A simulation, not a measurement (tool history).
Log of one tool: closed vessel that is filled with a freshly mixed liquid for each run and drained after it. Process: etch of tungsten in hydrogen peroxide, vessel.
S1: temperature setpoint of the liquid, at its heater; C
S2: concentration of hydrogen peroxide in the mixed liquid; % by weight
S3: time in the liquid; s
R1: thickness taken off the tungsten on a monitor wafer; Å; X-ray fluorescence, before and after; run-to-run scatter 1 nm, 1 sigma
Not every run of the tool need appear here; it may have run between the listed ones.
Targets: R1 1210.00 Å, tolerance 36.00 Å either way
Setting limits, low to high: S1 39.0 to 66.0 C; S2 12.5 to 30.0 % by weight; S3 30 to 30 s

Run 1, hour 0.0: S1 55.0 C, S2 23.5 % by weight, S3 30 s. Result: R1 671.44 Å.
Run 2, hour 5.6: S1 61.5 C, S2 23.5 % by weight, S3 30 s. Result: R1 977.52 Å.
Run 3, hour 10.4: S1 56.0 C, S2 23.5 % by weight, S3 30 s. Result: R1 725.16 Å.
Run 4, hour 16.1: S1 56.0 C, S2 21.0 % by weight, S3 30 s. Result: R1 682.08 Å.
Run 5, hour 24.3: S1 56.0 C, S2 21.0 % by weight, S3 30 s. Result: R1 685.99 Å.
Run 6, hour 27.6: S1 56.0 C, S2 21.0 % by weight, S3 30 s. Result: R1 669.91 Å.
Run 7, hour 34.6: S1 59.5 C, S2 21.5 % by weight, S3 30 s. Result: R1 836.29 Å.
Run 8, hour 43.6: S1 61.5 C, S2 21.5 % by weight, S3 30 s. Result: R1 954.37 Å.
Run 9, hour 50.8: S1 63.0 C, S2 21.5 % by weight, S3 30 s. Result: R1 1019.00 Å.

Exactly one of the 5 candidate moves below puts every result within its allowed miss. Which one?
Run A, hour 58.0: S1 66.0 C, S2 19.0 % by weight, S3 30 s. Result: R1 ?.
Run B, hour 58.0: S1 66.0 C, S2 21.5 % by weight, S3 30 s. Result: R1 ?.
Run C, hour 58.0: S1 62.0 C, S2 19.0 % by weight, S3 30 s. Result: R1 ?.
Run D, hour 58.0: S1 66.0 C, S2 24.5 % by weight, S3 30 s. Result: R1 ?.
Run E, hour 58.0: S1 65.5 C, S2 27.0 % by weight, S3 30 s. Result: R1 ?.

move       R1
   A  1131.00
   B  1203.20
   C   903.52
   D  1284.40
   E  1311.40
A: better than the last run, though not everything is in spec
B: all results in spec
C: moves away from the targets compared with the last run
D: carries the result that was furthest off beyond its target, to the other side
E: carries the result that was furthest off beyond its target, to the other side
Answer: B
